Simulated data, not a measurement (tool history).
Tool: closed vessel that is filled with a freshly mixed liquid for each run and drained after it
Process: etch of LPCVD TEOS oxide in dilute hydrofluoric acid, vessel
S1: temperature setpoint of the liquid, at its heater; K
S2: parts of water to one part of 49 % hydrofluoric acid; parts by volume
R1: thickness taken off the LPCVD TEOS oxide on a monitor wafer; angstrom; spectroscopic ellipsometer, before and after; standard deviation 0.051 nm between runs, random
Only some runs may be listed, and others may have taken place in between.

run 1 hour=0.0 | S1=299.15 S2=140 time_in_the_liquid_(s)=75 | R1=112.440
run 2 hour=7.1 | S1=301.65 S2=140 time_in_the_liquid_(s)=75 | R1=125.470
run 3 hour=11.3 | S1=301.65 S2=115 time_in_the_liquid_(s)=75 | R1=158.370
run 4 hour=13.1 | S1=303.15 S2=115 time_in_the_liquid_(s)=75 | R1=167.040
run 5 hour=18.4 | S1=303.15 S2=115 time_in_the_liquid_(s)=60 | R1=135.390
run 6 hour=23.8 | S1=303.15 S2=165 time_in_the_liquid_(s)=60 | R1=87.209

Estimate the outcome of run 7 from the log above:
run 7 hour=28.6 | S1=302.15 S2=165 time_in_the_liquid_(s)=60 | R1=?

{"run 7": {"R1": 85.026}}
